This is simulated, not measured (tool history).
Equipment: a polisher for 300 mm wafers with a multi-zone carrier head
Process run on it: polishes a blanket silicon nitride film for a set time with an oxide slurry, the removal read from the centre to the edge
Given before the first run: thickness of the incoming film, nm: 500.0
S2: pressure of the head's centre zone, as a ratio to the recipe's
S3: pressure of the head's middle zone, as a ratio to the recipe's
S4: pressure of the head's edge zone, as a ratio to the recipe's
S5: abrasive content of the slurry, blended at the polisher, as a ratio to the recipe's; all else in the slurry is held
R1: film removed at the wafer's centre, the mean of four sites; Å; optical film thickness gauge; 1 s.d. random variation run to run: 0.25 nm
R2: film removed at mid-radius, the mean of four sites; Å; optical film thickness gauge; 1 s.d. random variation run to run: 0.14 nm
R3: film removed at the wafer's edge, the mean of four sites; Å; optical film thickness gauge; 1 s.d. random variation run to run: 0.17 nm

run 1 hour=0.0 | flow_of_slurry_(ml/min)=235 S2=1.00 S3=1.00 S4=1.00 S5=1.00 polishing_time_(s)=41 | R1=319.28 R2=321.18 R3=331.91
run 2 hour=3.9 | flow_of_slurry_(ml/min)=235 S2=1.00 S3=1.00 S4=1.00 S5=0.90 polishing_time_(s)=41 | R1=313.14 R2=302.09 R3=313.28
run 3 hour=9.4 | flow_of_slurry_(ml/min)=225 S2=0.97 S3=1.03 S4=1.00 S5=0.85 polishing_time_(s)=40 | R1=279.84 R2=291.24 R3=296.73
run 4 hour=12.8 | flow_of_slurry_(ml/min)=225 S2=0.89 S3=1.03 S4=1.00 S5=0.85 polishing_time_(s)=40 | R1=257.42 R2=291.25 R3=296.05
-- hour=16.1 edge zone pressure recalibrated
run 5 hour=16.1 | flow_of_slurry_(ml/min)=225 S2=0.89 S3=1.03 S4=1.00 S5=0.85 polishing_time_(s)=31 | R1=197.52 R2=223.68 R3=223.57
run 6 hour=17.7 | flow_of_slurry_(ml/min)=230 S2=0.88 S3=1.04 S4=0.99 S5=0.85 polishing_time_(s)=31 | R1=200.14 R2=228.12 R3=225.48

Predict the results of run 7:
run 7 hour=21.4 | flow_of_slurry_(ml/min)=230 S2=0.87 S3=1.05 S4=0.98 S5=0.85 polishing_time_(s)=31 | R1=? R2=? R3=?

R1: 194.73 Å
R2: 232.24 Å
R3: 223.86 Å

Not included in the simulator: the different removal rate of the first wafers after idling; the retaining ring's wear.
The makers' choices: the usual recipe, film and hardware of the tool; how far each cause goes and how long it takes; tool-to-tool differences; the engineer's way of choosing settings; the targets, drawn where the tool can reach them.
